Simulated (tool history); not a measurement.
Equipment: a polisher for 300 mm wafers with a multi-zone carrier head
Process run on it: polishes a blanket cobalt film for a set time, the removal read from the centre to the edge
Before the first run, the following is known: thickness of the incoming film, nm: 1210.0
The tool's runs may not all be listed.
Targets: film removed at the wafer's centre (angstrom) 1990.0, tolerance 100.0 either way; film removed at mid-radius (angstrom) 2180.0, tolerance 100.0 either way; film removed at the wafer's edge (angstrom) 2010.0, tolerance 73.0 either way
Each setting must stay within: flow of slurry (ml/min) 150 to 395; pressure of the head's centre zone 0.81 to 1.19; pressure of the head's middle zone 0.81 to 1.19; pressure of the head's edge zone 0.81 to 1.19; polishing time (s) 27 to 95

run	hour	flow of slurry (ml/min)	pressure of the head's centre zone	pressure of the head's middle zone	pressure of the head's edge zone	polishing time (s)	film removed at the wafer's centre (angstrom)	film removed at mid-radius (angstrom)	film removed at the wafer's edge (angstrom)
1	0.0	250	1.00	1.00	1.00	61	3305.0	2950.8	2932.6
2	2.6	245	0.98	1.00	0.99	58	3063.0	2773.6	2745.5
3	6.5	245	0.98	1.00	1.06	58	3040.2	2706.1	2848.0
4	14.6	240	0.96	1.01	1.04	56	2806.2	2697.6	2727.6
5	15.3	240	0.95	1.01	1.02	54	2745.8	2606.7	2590.8
# hour 20.5: centre zone pressure recalibrated
6	20.5	240	0.95	1.01	1.07	54	2455.7	2580.1	2661.1
7	22.9	230	0.85	1.09	0.98	37	1498.3	1861.5	1777.1
8	27.6	235	0.87	1.10	0.99	37	1560.9	1860.4	1757.9
9	35.1	235	0.88	1.10	1.00	38	1616.0	1921.5	1828.3
10	36.1	240	0.89	1.11	1.01	38	1612.4	1956.8	1859.0
11	44.2	245	0.90	1.11	1.01	38	1665.4	1949.2	1849.3
12	46.3	250	0.91	1.12	1.01	38	1709.5	1966.0	1819.7
13	49.4	255	0.92	1.12	1.02	38	1698.8	1997.6	1820.7
14	58.2	255	0.93	1.12	1.03	38	1690.6	1976.3	1865.7
15	64.4	255	0.94	1.12	1.03	38	1744.7	1996.4	1873.4

4 candidate next runs follow, results not yet known. Just one meets every target within its allowed miss. Identify it.
A	70.6	220	1.00	1.16	1.04	42	?	?	?
B	70.6	180	1.02	1.19	1.03	48	?	?	?
C	70.6	245	0.90	1.00	1.04	46	?	?	?
D	70.6	275	0.92	1.16	1.03	37	?	?	?

move	film removed at the wafer's centre (angstrom)	film removed at mid-radius (angstrom)	film removed at the wafer's edge (angstrom)
A	1930.4	2140.2	2009.2
B	2167.7	2406.9	2231.5
C	1931.5	2155.3	2229.0
D	1614.9	1941.7	1802.6
A: every result lands within tolerance
B: takes the biggest miss from the last run beyond its target
C: the furthest-off result lands on target, but another misses its tolerance
D: its largest miss is bigger than the last run's
So the answer is move A, the one that meets all the targets.
